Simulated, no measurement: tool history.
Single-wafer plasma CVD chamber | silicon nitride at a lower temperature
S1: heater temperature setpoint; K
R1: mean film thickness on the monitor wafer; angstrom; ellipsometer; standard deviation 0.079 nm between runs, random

{"run": 1, "hour": 0.0, "S1": 638.15, "chamber pressure (Torr)": 1.48, "RF power (kW)": 0.355, "deposition time (s)": 28.4, "R1": 306.51}
{"run": 2, "hour": 3.0, "S1": 638.15, "chamber pressure (Torr)": 1.58, "RF power (kW)": 0.365, "deposition time (s)": 28.4, "R1": 318.24}
{"run": 3, "hour": 10.9, "S1": 638.15, "chamber pressure (Torr)": 1.66, "RF power (kW)": 0.37, "deposition time (s)": 28.4, "R1": 325.9}
{"run": 4, "hour": 12.2, "S1": 638.15, "chamber pressure (Torr)": 1.66, "RF power (kW)": 0.325, "deposition time (s)": 28.4, "R1": 302.48}
{"run": 5, "hour": 17.6, "S1": 638.15, "chamber pressure (Torr)": 1.66, "RF power (kW)": 0.365, "deposition time (s)": 28.4, "R1": 322.89}
{"hour": 26.0, "done": "RF generator calibrated"}
{"run": 6, "hour": 26.0, "S1": 638.15, "chamber pressure (Torr)": 1.73, "RF power (kW)": 0.37, "deposition time (s)": 28.4, "R1": 335.66}
{"run": 7, "hour": 32.1, "S1": 638.15, "chamber pressure (Torr)": 1.79, "RF power (kW)": 0.37, "deposition time (s)": 28.4, "R1": 339.36}

The next listed run, before its measurement:
{"run": 8, "hour": 40.1, "S1": 638.15, "chamber pressure (Torr)": 1.84, "RF power (kW)": 0.37, "deposition time (s)": 28.4, "R1": "?"}

{"run 8": {"R1": 342.72}}
